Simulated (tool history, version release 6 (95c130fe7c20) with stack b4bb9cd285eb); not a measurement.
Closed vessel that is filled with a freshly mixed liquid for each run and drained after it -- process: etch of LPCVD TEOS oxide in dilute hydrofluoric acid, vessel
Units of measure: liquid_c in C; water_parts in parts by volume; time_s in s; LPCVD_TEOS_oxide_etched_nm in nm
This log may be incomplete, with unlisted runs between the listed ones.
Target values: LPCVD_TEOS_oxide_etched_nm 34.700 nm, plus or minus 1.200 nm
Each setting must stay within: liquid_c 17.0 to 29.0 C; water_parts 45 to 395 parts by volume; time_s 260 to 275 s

{"run": 1, "hour": 0.0, "liquid_c": 21.0, "water_parts": 220, "time_s": 260, "LPCVD_TEOS_oxide_etched_nm": 26.705}
{"run": 2, "hour": 8.1, "liquid_c": 21.5, "water_parts": 220, "time_s": 260, "LPCVD_TEOS_oxide_etched_nm": 27.153}
{"run": 3, "hour": 16.9, "liquid_c": 22.0, "water_parts": 220, "time_s": 260, "LPCVD_TEOS_oxide_etched_nm": 28.147}
{"run": 4, "hour": 24.7, "liquid_c": 22.0, "water_parts": 220, "time_s": 260, "LPCVD_TEOS_oxide_etched_nm": 27.738}
{"run": 5, "hour": 28.0, "liquid_c": 22.0, "water_parts": 295, "time_s": 260, "LPCVD_TEOS_oxide_etched_nm": 19.394}
{"run": 6, "hour": 35.1, "liquid_c": 22.0, "water_parts": 215, "time_s": 260, "LPCVD_TEOS_oxide_etched_nm": 28.135}
{"run": 7, "hour": 43.0, "liquid_c": 22.5, "water_parts": 215, "time_s": 260, "LPCVD_TEOS_oxide_etched_nm": 28.937}
{"run": 8, "hour": 52.4, "liquid_c": 23.0, "water_parts": 215, "time_s": 260, "LPCVD_TEOS_oxide_etched_nm": 29.525}
{"run": 9, "hour": 60.8, "liquid_c": 23.5, "water_parts": 215, "time_s": 260, "LPCVD_TEOS_oxide_etched_nm": 30.27}
{"run": 10, "hour": 66.8, "liquid_c": 24.0, "water_parts": 215, "time_s": 260, "LPCVD_TEOS_oxide_etched_nm": 30.318}
{"run": 11, "hour": 70.7, "liquid_c": 24.5, "water_parts": 215, "time_s": 260, "LPCVD_TEOS_oxide_etched_nm": 30.75}
{"run": 12, "hour": 78.9, "liquid_c": 25.0, "water_parts": 215, "time_s": 260, "LPCVD_TEOS_oxide_etched_nm": 32.476}
{"run": 13, "hour": 81.7, "liquid_c": 26.0, "water_parts": 215, "time_s": 260, "LPCVD_TEOS_oxide_etched_nm": 32.653}

Exercise: of the 5 proposed moves below, exactly one satisfies all targets within the stated allowed misses. Which move is it?
{"run": "A", "hour": 84.5, "liquid_c": 25.0, "water_parts": 210, "time_s": 270, "LPCVD_TEOS_oxide_etched_nm": "?"}
{"run": "B", "hour": 84.5, "liquid_c": 25.5, "water_parts": 200, "time_s": 275, "LPCVD_TEOS_oxide_etched_nm": "?"}
{"run": "C", "hour": 84.5, "liquid_c": 25.0, "water_parts": 185, "time_s": 260, "LPCVD_TEOS_oxide_etched_nm": "?"}
{"run": "D", "hour": 84.5, "liquid_c": 26.0, "water_parts": 195, "time_s": 260, "LPCVD_TEOS_oxide_etched_nm": "?"}
{"run": "E", "hour": 84.5, "liquid_c": 26.0, "water_parts": 205, "time_s": 275, "LPCVD_TEOS_oxide_etched_nm": "?"}

move=A LPCVD_TEOS_oxide_etched_nm=33.876
move=B LPCVD_TEOS_oxide_etched_nm=37.300
move=C LPCVD_TEOS_oxide_etched_nm=38.065
move=D LPCVD_TEOS_oxide_etched_nm=37.040
move=E LPCVD_TEOS_oxide_etched_nm=36.849
A: every result within its allowed miss
B: carries the result that was furthest off beyond its target, to the other side
C: carries the result that was furthest off beyond its target, to the other side
D: carries the result that was furthest off beyond its target, to the other side
E: carries the result that was furthest off beyond its target, to the other side
A is the move that brings every result within its allowed miss.
